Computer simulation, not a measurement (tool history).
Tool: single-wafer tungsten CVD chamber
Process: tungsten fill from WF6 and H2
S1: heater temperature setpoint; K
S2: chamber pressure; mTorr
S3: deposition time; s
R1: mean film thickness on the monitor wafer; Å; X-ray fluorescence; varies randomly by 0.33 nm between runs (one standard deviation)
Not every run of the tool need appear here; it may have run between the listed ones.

| run | hour | S1 | S2 | S3 | R1 |
|---|---|---|---|---|---|
| 1 | 0 | 663.15 | 54600 | 24 | 808.34 |
| 2 | 5 | 661.15 | 54500 | 24 | 786.62 |
| 3 | 12.4 | 668.15 | 54500 | 24 | 891.14 |
| 4 | 16.5 | 668.15 | 63600 | 24 | 956.06 |
| 5 | 17.8 | 661.15 | 63600 | 24 | 852.69 |
| 6 | 23.9 | 658.15 | 63400 | 24 | 808.64 |
| 7 | 28 | 655.15 | 63200 | 24 | 756.86 |
| 8 | 28.6 | 653.15 | 63100 | 24 | 731.88 |
| 9 | 33.5 | 651.15 | 63000 | 24 | 711.03 |
| 10 | 39.3 | 650.15 | 62900 | 24 | 696.16 |
| 11 | 45.4 | 649.15 | 62800 | 24 | 682.92 |

Expected results for the next run?
| 12 | 47.2 | 648.15 | 62800 | 24 | ? |

{"run 12": {"R1": 677.57}}
